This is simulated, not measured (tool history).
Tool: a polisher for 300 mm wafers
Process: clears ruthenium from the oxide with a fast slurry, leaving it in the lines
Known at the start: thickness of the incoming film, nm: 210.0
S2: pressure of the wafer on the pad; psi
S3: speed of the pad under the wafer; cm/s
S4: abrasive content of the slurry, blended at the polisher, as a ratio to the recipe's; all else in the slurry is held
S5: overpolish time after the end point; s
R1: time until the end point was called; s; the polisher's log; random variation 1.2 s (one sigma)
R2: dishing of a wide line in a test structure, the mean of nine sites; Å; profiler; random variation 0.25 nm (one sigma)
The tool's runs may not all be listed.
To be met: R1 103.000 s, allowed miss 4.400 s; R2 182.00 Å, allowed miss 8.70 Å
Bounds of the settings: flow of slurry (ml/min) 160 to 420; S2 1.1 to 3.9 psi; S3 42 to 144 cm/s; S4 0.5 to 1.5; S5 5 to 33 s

Run 1, day 0.000: flow of slurry (ml/min) 270, S2 2.5 psi, S3 92 cm/s, S4 1.0, S5 17 s. Result: R1 58.486 s, R2 290.93 Å.
Run 2, day 0.283: flow of slurry (ml/min) 235, S2 2.5 psi, S3 92 cm/s, S4 1.0, S5 17 s. Result: R1 57.840 s, R2 288.10 Å.
Run 3, day 0.379: flow of slurry (ml/min) 235, S2 2.5 psi, S3 92 cm/s, S4 1.0, S5 10 s. Result: R1 58.273 s, R2 222.34 Å.
Run 4, day 0.546: flow of slurry (ml/min) 295, S2 2.5 psi, S3 92 cm/s, S4 1.0, S5 10 s. Result: R1 56.820 s, R2 226.69 Å.
Run 5, day 0.767: flow of slurry (ml/min) 295, S2 2.5 psi, S3 92 cm/s, S4 1.0, S5 13 s. Result: R1 57.406 s, R2 257.75 Å.
Run 6, day 0.850: flow of slurry (ml/min) 295, S2 2.3 psi, S3 92 cm/s, S4 1.0, S5 12 s. Result: R1 60.725 s, R2 238.21 Å.
Run 7, day 1.150: flow of slurry (ml/min) 295, S2 2.1 psi, S3 90 cm/s, S4 1.0, S5 12 s. Result: R1 68.201 s, R2 226.08 Å.
Run 8, day 1.367: flow of slurry (ml/min) 295, S2 1.9 psi, S3 90 cm/s, S4 1.0, S5 12 s. Result: R1 74.858 s, R2 213.58 Å.
Run 9, day 1.429: flow of slurry (ml/min) 295, S2 1.8 psi, S3 90 cm/s, S4 1.0, S5 12 s. Result: R1 78.991 s, R2 203.08 Å.
Run 10, day 1.712: flow of slurry (ml/min) 295, S2 1.7 psi, S3 90 cm/s, S4 1.0, S5 12 s. Result: R1 85.675 s, R2 196.95 Å.
Run 11, day 1.821: flow of slurry (ml/min) 290, S2 1.6 psi, S3 90 cm/s, S4 1.0, S5 12 s. Result: R1 90.505 s, R2 190.51 Å.
Run 12, day 1.983: flow of slurry (ml/min) 280, S2 1.6 psi, S3 90 cm/s, S4 1.0, S5 12 s. Result: R1 89.019 s, R2 193.15 Å.
Run 13, day 2.158: flow of slurry (ml/min) 275, S2 1.6 psi, S3 90 cm/s, S4 1.0, S5 12 s. Result: R1 90.765 s, R2 189.76 Å.
Run 14, day 2.300: flow of slurry (ml/min) 265, S2 1.6 psi, S3 90 cm/s, S4 1.0, S5 12 s. Result: R1 89.993 s, R2 194.70 Å.
Run 15, day 2.425: flow of slurry (ml/min) 260, S2 1.4 psi, S3 90 cm/s, S4 1.0, S5 12 s. Result: R1 102.320 s, R2 172.95 Å.

4 next moves are on the table. One of them brings every result within its allowed miss. Which?
Run A, day 2.550: flow of slurry (ml/min) 220, S2 1.4 psi, S3 98 cm/s, S4 1.1, S5 12 s. Result: R1 ?, R2 ?.
Run B, day 2.550: flow of slurry (ml/min) 280, S2 2.0 psi, S3 68 cm/s, S4 0.9, S5 15 s. Result: R1 ?, R2 ?.
Run C, day 2.550: flow of slurry (ml/min) 210, S2 1.3 psi, S3 94 cm/s, S4 1.1, S5 13 s. Result: R1 ?, R2 ?.
Run D, day 2.550: flow of slurry (ml/min) 230, S2 1.3 psi, S3 100 cm/s, S4 1.0, S5 15 s. Result: R1 ?, R2 ?.

move       R1      R2
   A   91.054  188.07
   B   99.360  205.93
   C  102.370  183.30
   D   99.823  205.31
A: brings the result that was furthest off to its target, and leaves another outside
B: takes the result that was furthest off past its target
C: meets every target
D: takes the result that was furthest off past its target
The right move is C.
